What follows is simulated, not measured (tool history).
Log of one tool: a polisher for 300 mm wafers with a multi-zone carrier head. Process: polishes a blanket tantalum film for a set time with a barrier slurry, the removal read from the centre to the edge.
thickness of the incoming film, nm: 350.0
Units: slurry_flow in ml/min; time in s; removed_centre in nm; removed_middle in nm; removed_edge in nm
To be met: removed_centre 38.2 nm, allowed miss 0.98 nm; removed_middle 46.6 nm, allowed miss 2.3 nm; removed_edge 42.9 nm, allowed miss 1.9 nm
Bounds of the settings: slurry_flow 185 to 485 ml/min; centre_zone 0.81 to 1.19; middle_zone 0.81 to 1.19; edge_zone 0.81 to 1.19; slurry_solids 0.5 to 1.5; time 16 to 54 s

| run | hour | slurry_flow | centre_zone | middle_zone | edge_zone | slurry_solids | time | removed_centre | removed_middle | removed_edge |
|---|---|---|---|---|---|---|---|---|---|---|
| 1 | 0 | 310 | 1 | 1 | 1 | 1 | 35 | 54.886 | 53.891 | 53.979 |
| 2 | 6 | 305 | 0.97 | 1 | 0.98 | 0.9 | 35 | 52.018 | 52.377 | 52.275 |
| 3 | 10.7 | 305 | 0.97 | 1 | 0.98 | 1 | 35 | 53.029 | 54.576 | 54.32 |
| 4 | 14.3 | 305 | 0.94 | 1.01 | 0.97 | 0.9 | 35 | 50.555 | 52.248 | 52.38 |
| 5 | 17.9 | 300 | 0.92 | 1.04 | 0.96 | 0.85 | 35 | 47.452 | 54.171 | 51.378 |
| 6 | 26.8 | 300 | 0.91 | 1.04 | 0.94 | 0.8 | 35 | 47.263 | 50.363 | 48.915 |
| 7 | 34.2 | 295 | 0.89 | 1.05 | 0.93 | 0.75 | 35 | 45.312 | 51.759 | 48.769 |
| 8 | 41.4 | 300 | 0.84 | 1 | 0.85 | 0.5 | 33 | 34.736 | 41.132 | 38.721 |
| 9 | 49.9 | 305 | 0.85 | 1.02 | 0.87 | 0.5 | 33 | 35.531 | 42.614 | 39.428 |
| 10 | 52.5 | 305 | 0.86 | 1.03 | 0.89 | 0.5 | 33 | 35.856 | 41.784 | 38.805 |
| 11 | 58.5 | 305 | 0.86 | 1.04 | 0.89 | 0.55 | 33 | 37.165 | 42.44 | 41.304 |
| 12 | 59.4 | 290 | 0.86 | 1.05 | 0.88 | 0.55 | 33 | 37.301 | 42.545 | 39.787 |
| 13 | 61.4 | 305 | 0.86 | 1.06 | 0.89 | 0.55 | 33 | 36.909 | 45.287 | 40.001 |
| 14 | 65.3 | 310 | 0.86 | 1.06 | 0.9 | 0.55 | 33 | 36.964 | 44.234 | 40.506 |

Which of these 5 next moves meets every target?
| A | 69.2 | 235 | 0.91 | 0.99 | 0.83 | 0.5 | 36 | ? | ? | ? |
| B | 69.2 | 245 | 0.92 | 1.06 | 0.96 | 0.55 | 32 | ? | ? | ? |
| C | 69.2 | 275 | 0.97 | 1.07 | 0.83 | 0.5 | 32 | ? | ? | ? |
| D | 69.2 | 290 | 0.9 | 1.15 | 0.81 | 0.5 | 32 | ? | ? | ? |
| E | 69.2 | 390 | 0.84 | 1.1 | 0.89 | 0.9 | 29 | ? | ? | ? |

| move | removed_centre | removed_middle | removed_edge |
|---|---|---|---|
| A | 39.841 | 43.193 | 40.194 |
| B | 37.258 | 41.715 | 39.606 |
| C | 38.667 | 41.23 | 36.267 |
| D | 36.116 | 43.554 | 36.023 |
| E | 37.848 | 47.385 | 41.854 |
A: takes the result that was furthest off past its target
B: brings the result that was furthest off to its target, and leaves another outside
C: brings the result that was furthest off to its target, and leaves another outside
D: further off than the last run
E: meets every target
Move E is the one to make.

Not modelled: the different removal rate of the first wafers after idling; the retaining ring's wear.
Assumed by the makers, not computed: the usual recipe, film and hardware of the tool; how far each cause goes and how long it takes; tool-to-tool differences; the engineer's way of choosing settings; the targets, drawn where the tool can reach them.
